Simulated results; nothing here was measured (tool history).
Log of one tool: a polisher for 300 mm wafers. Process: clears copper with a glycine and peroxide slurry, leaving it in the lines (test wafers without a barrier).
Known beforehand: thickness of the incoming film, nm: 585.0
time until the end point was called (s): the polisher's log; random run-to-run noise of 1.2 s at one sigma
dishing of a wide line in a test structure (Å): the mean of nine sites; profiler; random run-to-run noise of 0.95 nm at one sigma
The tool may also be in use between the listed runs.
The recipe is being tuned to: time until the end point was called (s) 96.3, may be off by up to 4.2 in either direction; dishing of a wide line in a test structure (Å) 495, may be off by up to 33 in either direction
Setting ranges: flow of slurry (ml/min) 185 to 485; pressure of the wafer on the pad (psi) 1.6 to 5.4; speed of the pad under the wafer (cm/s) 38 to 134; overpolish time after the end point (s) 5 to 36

run  hour  flow of slurry (ml/min)  pressure of the wafer on the pad (psi)  speed of the pad under the wafer (cm/s)  overpolish time after the end point (s)  time until the end point was called (s)  dishing of a wide line in a test structure (Å)
  1     0                      310                                     3.5                                       86                                       18                                   121.29                                          548.96
  2   4.4                      310                                     3.5                                       86                                       15                                   120.16                                          469.62
  3     6                      340                                     3.5                                       86                                       15                                   117.09                                          480.63
  4   9.3                      290                                     3.5                                       86                                       15                                   119.36                                          481.18
  5  17.9                      290                                     3.7                                       86                                       14                                   114.35                                           493.4
  6  24.6                      355                                     3.7                                       86                                       14                                   114.41                                             491
  7  30.4                      355                                     3.8                                       86                                       13                                   108.64                                          468.57
     31.6  -- slurry nozzle cleaned
  8  31.6                      355                                     3.9                                       86                                       13                                   106.12                                          480.77

Exactly one of the 5 candidate moves below puts every result within its allowed miss. Which one?
  A  32.8                      295                                     3.9                                       82                                       12                                        ?                                               ?
  B  32.8                      485                                     3.3                                      114                                       12                                        ?                                               ?
  C  32.8                      330                                     3.7                                       72                                       15                                        ?                                               ?
  D  32.8                      350                                     3.8                                       76                                       16                                        ?                                               ?
  E  32.8                      325                                     3.4                                       76                                       14                                        ?                                               ?

move  time until the end point was called (s)  dishing of a wide line in a test structure (Å)
   A                                   109.07                                           434.2
   B                                   97.898                                          472.07
   C                                   122.45                                          476.86
   D                                   115.45                                          529.88
   E                                   127.22                                          433.14
A: moves away from the targets compared with the last run
B: hits every target within its allowed miss
C: moves away from the targets compared with the last run
D: moves away from the targets compared with the last run
E: moves away from the targets compared with the last run
Correct choice: B, which meets every target

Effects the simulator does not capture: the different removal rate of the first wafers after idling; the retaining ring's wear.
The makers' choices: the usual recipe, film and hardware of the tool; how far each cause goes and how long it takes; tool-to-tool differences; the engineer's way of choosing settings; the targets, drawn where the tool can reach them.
